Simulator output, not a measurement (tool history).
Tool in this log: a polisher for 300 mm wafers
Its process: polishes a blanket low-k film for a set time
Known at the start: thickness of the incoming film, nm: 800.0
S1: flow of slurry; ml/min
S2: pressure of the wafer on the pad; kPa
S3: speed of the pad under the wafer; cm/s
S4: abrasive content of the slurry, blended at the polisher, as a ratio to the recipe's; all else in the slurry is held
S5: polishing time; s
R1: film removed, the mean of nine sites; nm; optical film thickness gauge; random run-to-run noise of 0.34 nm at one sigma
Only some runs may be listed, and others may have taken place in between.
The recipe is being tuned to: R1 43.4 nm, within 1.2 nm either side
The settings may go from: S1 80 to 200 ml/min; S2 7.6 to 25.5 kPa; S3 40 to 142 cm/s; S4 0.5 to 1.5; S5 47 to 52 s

run  hour   S1    S2   S3    S4  S5      R1
  1     0  130  16.5   90     1  52  27.516
  2   6.6  130  18.6   90     1  52   30.08
  3     8  130  20.7   90     1  52  32.763
  4  12.6  130  20.7   90     1  47   29.74
  5  18.9  130  20.7   90  0.85  47  27.409
  6  22.7  130  20.7  114  0.85  47   32.12
  7    30  130  20.7  114  0.85  47  31.775
  8  36.5  165  24.8  114  0.85  47  39.325
  9  37.2  165  24.8  114  0.85  47  39.547
 10  44.7  185  25.5  118  0.85  47  42.128

Next run, 4 choices. One meets every target within its allowed miss, the rest don't. Which?
  A  52.2  185  25.5   96  0.85  52   ?
  B  52.2  195  18.6  122  1.35  52   ?
  C  52.2  170  25.5  128  0.65  51   ?
  D  52.2  185  24.1  142   0.6  51   ?

move      R1
   A   40.89
   B   44.23
   C   41.41
   D  40.728
A: further off than the last run
B: each result inside its tolerance
C: further off than the last run
D: further off than the last run
So the answer is move B, the one that meets all the targets.
